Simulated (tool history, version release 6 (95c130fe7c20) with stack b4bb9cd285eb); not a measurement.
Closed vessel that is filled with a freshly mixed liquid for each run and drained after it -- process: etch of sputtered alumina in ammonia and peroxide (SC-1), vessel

run	hour	temperature setpoint of the liquid (C)	parts of 29 % ammonia solution to one part of 30 % peroxide (parts by volume)	time in the liquid (s)	thickness taken off the sputtered alumina on a monitor wafer (Å)
1	0	47	0.8	690	281.3
2	8.2	47	0.6	690	271.56
3	10.3	48.5	0.6	690	296.29
4	15.5	45	0.6	690	244.22
5	24.1	46.5	0.6	690	266.61
6	32.6	43	0.6	690	214.93
7	37.8	45	0.6	690	244.76

What does the tool deliver on the next run?
8	44.9	46.5	0.6	690	?

Run 8 produced thickness taken off the sputtered alumina on a monitor wafer (Å) 262.48.
